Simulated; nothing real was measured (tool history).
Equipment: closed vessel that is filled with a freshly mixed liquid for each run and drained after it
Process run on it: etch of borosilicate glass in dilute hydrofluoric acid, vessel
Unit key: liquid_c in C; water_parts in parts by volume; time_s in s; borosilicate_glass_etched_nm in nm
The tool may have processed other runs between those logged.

run  hour  liquid_c  water_parts  time_s  borosilicate_glass_etched_nm
  1     0        24           45     100                        55.369
  2     2      20.5           45     100                        48.287
  3   8.9      19.5           45     100                        45.842
  4  11.4      21.5           45     100                        50.726
  5  15.1      20.5           45     100                        47.784
  6    23      20.5           45     105                        50.758
  7    30      19.5           45     105                        48.367

Expected results for the next run?
  8  33.9        19           45     105                             ?

borosilicate_glass_etched_nm: 47.345 nm
